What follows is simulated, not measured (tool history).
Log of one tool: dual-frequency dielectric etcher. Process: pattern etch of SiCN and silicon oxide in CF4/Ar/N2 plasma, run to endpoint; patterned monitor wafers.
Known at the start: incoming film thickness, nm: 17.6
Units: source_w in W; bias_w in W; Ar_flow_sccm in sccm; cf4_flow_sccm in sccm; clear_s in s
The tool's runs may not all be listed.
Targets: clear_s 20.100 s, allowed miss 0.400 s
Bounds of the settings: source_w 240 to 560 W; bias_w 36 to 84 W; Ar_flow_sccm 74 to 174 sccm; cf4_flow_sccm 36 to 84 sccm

run,hour,source_w,bias_w,Ar_flow_sccm,cf4_flow_sccm,clear_s
1,0.0,400,60,124,60,24.611
2,6.7,410,60,124,60,24.193
3,10.1,410,60,114,60,23.949
4,18.8,420,60,114,60,23.258
5,20.4,370,60,114,60,25.737
6,26.5,370,67,114,60,25.070
7,35.1,380,67,114,60,24.784
8,41.2,390,67,114,60,24.078
9,47.0,400,67,114,60,23.855
10,55.0,410,67,114,60,23.053
11,63.7,420,67,114,60,22.574
12,71.8,430,67,114,60,22.252
13,79.0,440,67,114,60,21.837
14,84.4,450,67,114,60,21.682

Which of these 5 next moves meets every target?
A,89.8,530,65,123,64,?
B,89.8,430,80,101,81,?
C,89.8,470,67,116,61,?
D,89.8,480,59,130,66,?
E,89.8,490,74,120,69,?

move,clear_s
A,18.994
B,20.100
C,20.793
D,21.180
E,19.265
A: takes the result that was furthest off past its target
B: meets every target
C: nearer than the last run, and not there yet
D: nearer than the last run, and not there yet
E: takes the result that was furthest off past its target
Answer: B
